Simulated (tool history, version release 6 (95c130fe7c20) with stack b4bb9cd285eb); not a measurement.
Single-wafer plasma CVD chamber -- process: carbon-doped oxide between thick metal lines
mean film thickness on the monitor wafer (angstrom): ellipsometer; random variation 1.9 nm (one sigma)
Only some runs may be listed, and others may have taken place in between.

run	hour	heater temperature setpoint (°C)	chamber pressure (Torr)	RF power (kW)	deposition time (s)	mean film thickness on the monitor wafer (angstrom)
1	0	340	3.5	0.445	163	7896.9
2	4.3	349	3.5	0.445	163	7706.7
3	6	349	3.5	0.445	163	7709
4	7.1	349	3.5	0.47	163	7917.3
5	9	342	3.5	0.47	163	8036.5
6	17.8	343	3.38	0.46	163	7936.6
7	24.7	344	3.3	0.45	163	7802.3
# hour 30.7: capacitance manometer re-zeroed and calibrated
8	30.7	344	3.3	0.45	163	7722.3
9	32.5	345	3.19	0.45	163	7681.4
10	38.9	346	3.08	0.45	163	7645.5
11	47.3	346	3.08	0.45	163	7632.7

Forecast run 12:
12	54.7	347	2.98	0.45	163	?

mean film thickness on the monitor wafer (angstrom): 7601
